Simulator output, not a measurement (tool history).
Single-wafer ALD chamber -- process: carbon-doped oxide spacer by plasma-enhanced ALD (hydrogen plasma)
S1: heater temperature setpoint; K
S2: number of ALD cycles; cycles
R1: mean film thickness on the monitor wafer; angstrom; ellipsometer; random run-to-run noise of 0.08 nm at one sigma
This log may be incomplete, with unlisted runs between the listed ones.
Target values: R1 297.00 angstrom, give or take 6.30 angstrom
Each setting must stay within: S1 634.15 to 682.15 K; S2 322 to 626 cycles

run	hour	S1	S2	R1
1	0.0	658.15	474	236.64
2	7.5	658.15	509	254.83
3	14.6	658.15	533	263.88
4	16.8	658.15	488	242.50
5	23.0	669.15	488	243.07
6	27.7	669.15	521	259.66
7	36.0	669.15	543	270.40
8	41.8	669.15	559	277.74
9	45.4	669.15	571	283.83
10	51.5	669.15	571	284.38
11	59.9	669.15	579	288.05
12	63.0	669.15	584	292.27

Below are 4 possible settings for the next run. Only one of them brings all results inside the allowed miss of their targets. Which is it?
A	66.1	663.15	571	?
B	66.1	670.15	595	?
C	66.1	665.15	558	?
D	66.1	671.15	568	?

move	R1
A	284.71
B	296.68
C	278.23
D	283.22
A: further off than the last run
B: all results in spec
C: further off than the last run
D: further off than the last run
Correct choice: B, which meets every target
